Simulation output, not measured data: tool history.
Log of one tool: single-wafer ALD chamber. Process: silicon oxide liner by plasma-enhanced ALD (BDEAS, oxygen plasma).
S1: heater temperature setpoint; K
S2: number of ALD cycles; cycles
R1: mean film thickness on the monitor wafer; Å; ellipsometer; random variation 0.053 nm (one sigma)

run 1 hour=0 | S1=588.15 S2=86 | R1=78.271
run 2 hour=8.2 | S1=596.15 S2=86 | R1=76.957
run 3 hour=16.8 | S1=595.15 S2=88 | R1=79.725
run 4 hour=18.1 | S1=595.15 S2=90 | R1=80.998
run 5 hour=20.6 | S1=595.15 S2=92 | R1=83.033
run 6 hour=26.4 | S1=595.15 S2=80 | R1=72.118
run 7 hour=28.6 | S1=595.15 S2=83 | R1=74.447
run 8 hour=30.9 | S1=594.15 S2=85 | R1=76.169
run 9 hour=37 | S1=592.15 S2=99 | R1=88.788

Forecast run 10:
run 10 hour=42.3 | S1=592.15 S2=100 | R1=?

R1: 89.865 Å
